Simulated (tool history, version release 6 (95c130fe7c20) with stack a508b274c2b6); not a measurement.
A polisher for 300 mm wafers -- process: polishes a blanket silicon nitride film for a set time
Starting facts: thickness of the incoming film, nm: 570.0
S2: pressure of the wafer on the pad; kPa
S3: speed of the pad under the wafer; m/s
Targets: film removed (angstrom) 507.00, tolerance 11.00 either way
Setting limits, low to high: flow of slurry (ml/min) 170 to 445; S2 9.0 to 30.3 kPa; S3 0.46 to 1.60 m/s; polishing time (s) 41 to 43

{"run": 1, "day": 0.0, "flow of slurry (ml/min)": 285, "S2": 19.3, "S3": 1.02, "polishing time (s)": 41, "film removed (angstrom)": 594.74}
{"run": 2, "day": 0.325, "flow of slurry (ml/min)": 280, "S2": 18.6, "S3": 1.02, "polishing time (s)": 41, "film removed (angstrom)": 581.16}
{"run": 3, "day": 0.417, "flow of slurry (ml/min)": 325, "S2": 18.6, "S3": 1.02, "polishing time (s)": 41, "film removed (angstrom)": 586.7}
{"run": 4, "day": 0.721, "flow of slurry (ml/min)": 320, "S2": 17.9, "S3": 1.02, "polishing time (s)": 41, "film removed (angstrom)": 565.53}
{"run": 5, "day": 1.004, "flow of slurry (ml/min)": 315, "S2": 17.2, "S3": 1.02, "polishing time (s)": 41, "film removed (angstrom)": 536.56}
{"run": 6, "day": 1.142, "flow of slurry (ml/min)": 315, "S2": 13.8, "S3": 1.02, "polishing time (s)": 41, "film removed (angstrom)": 437.66}
{"run": 7, "day": 1.462, "flow of slurry (ml/min)": 320, "S2": 14.5, "S3": 1.02, "polishing time (s)": 41, "film removed (angstrom)": 454.74}
{"run": 8, "day": 1.829, "flow of slurry (ml/min)": 325, "S2": 15.2, "S3": 1.02, "polishing time (s)": 41, "film removed (angstrom)": 481.08}
{"run": 9, "day": 1.988, "flow of slurry (ml/min)": 335, "S2": 15.2, "S3": 1.02, "polishing time (s)": 41, "film removed (angstrom)": 485.23}
{"run": 10, "day": 2.025, "flow of slurry (ml/min)": 345, "S2": 15.2, "S3": 1.02, "polishing time (s)": 41, "film removed (angstrom)": 480.59}
{"run": 11, "day": 2.383, "flow of slurry (ml/min)": 345, "S2": 16.5, "S3": 1.02, "polishing time (s)": 41, "film removed (angstrom)": 520.81}
{"run": 12, "day": 2.454, "flow of slurry (ml/min)": 340, "S2": 16.5, "S3": 1.02, "polishing time (s)": 41, "film removed (angstrom)": 520.81}
{"run": 13, "day": 2.821, "flow of slurry (ml/min)": 335, "S2": 16.5, "S3": 1.02, "polishing time (s)": 41, "film removed (angstrom)": 523.49}
{"run": 14, "day": 3.162, "flow of slurry (ml/min)": 335, "S2": 16.5, "S3": 1.02, "polishing time (s)": 41, "film removed (angstrom)": 527.41}
{"run": 15, "day": 3.275, "flow of slurry (ml/min)": 325, "S2": 16.5, "S3": 1.02, "polishing time (s)": 41, "film removed (angstrom)": 520.5}
{"run": 16, "day": 3.342, "flow of slurry (ml/min)": 320, "S2": 16.5, "S3": 1.02, "polishing time (s)": 41, "film removed (angstrom)": 518.8}
{"run": 17, "day": 3.454, "flow of slurry (ml/min)": 315, "S2": 16.5, "S3": 1.02, "polishing time (s)": 41, "film removed (angstrom)": 523.38}
{"day": 3.529, "done": "head pressure recalibrated"}
{"run": 18, "day": 3.529, "flow of slurry (ml/min)": 315, "S2": 15.9, "S3": 1.02, "polishing time (s)": 41, "film removed (angstrom)": 566.2}
{"run": 19, "day": 3.867, "flow of slurry (ml/min)": 320, "S2": 15.9, "S3": 1.02, "polishing time (s)": 41, "film removed (angstrom)": 566.24}
{"run": 20, "day": 4.029, "flow of slurry (ml/min)": 320, "S2": 15.9, "S3": 1.02, "polishing time (s)": 41, "film removed (angstrom)": 561.42}
{"run": 21, "day": 4.262, "flow of slurry (ml/min)": 330, "S2": 15.9, "S3": 1.02, "polishing time (s)": 41, "film removed (angstrom)": 566.88}
{"run": 22, "day": 4.55, "flow of slurry (ml/min)": 315, "S2": 15.9, "S3": 1.02, "polishing time (s)": 41, "film removed (angstrom)": 555.5}
{"run": 23, "day": 4.788, "flow of slurry (ml/min)": 325, "S2": 15.9, "S3": 1.02, "polishing time (s)": 41, "film removed (angstrom)": 558.67}
{"run": 24, "day": 4.904, "flow of slurry (ml/min)": 325, "S2": 15.2, "S3": 1.02, "polishing time (s)": 41, "film removed (angstrom)": 541.0}
{"run": 25, "day": 4.95, "flow of slurry (ml/min)": 335, "S2": 15.2, "S3": 1.02, "polishing time (s)": 41, "film removed (angstrom)": 544.22}

Which of these 5 next moves meets every target?
{"run": "A", "day": 4.996, "flow of slurry (ml/min)": 315, "S2": 14.5, "S3": 0.9, "polishing time (s)": 42, "film removed (angstrom)": "?"}
{"run": "B", "day": 4.996, "flow of slurry (ml/min)": 345, "S2": 16.5, "S3": 0.94, "polishing time (s)": 43, "film removed (angstrom)": "?"}
{"run": "C", "day": 4.996, "flow of slurry (ml/min)": 275, "S2": 13.1, "S3": 1.32, "polishing time (s)": 41, "film removed (angstrom)": "?"}
{"run": "D", "day": 4.996, "flow of slurry (ml/min)": 335, "S2": 14.5, "S3": 1.0, "polishing time (s)": 41, "film removed (angstrom)": "?"}
{"run": "E", "day": 4.996, "flow of slurry (ml/min)": 330, "S2": 16.5, "S3": 1.04, "polishing time (s)": 42, "film removed (angstrom)": "?"}

move=A film_removed_(angstrom)=478.01
move=B film_removed_(angstrom)=580.53
move=C film_removed_(angstrom)=566.12
move=D film_removed_(angstrom)=509.84
move=E film_removed_(angstrom)=611.83
A: takes the result that was furthest off past its target
B: misses by more than the last run did
C: misses by more than the last run did
D: all results in spec
E: misses by more than the last run did
So the answer is move D, the one that meets all the targets.
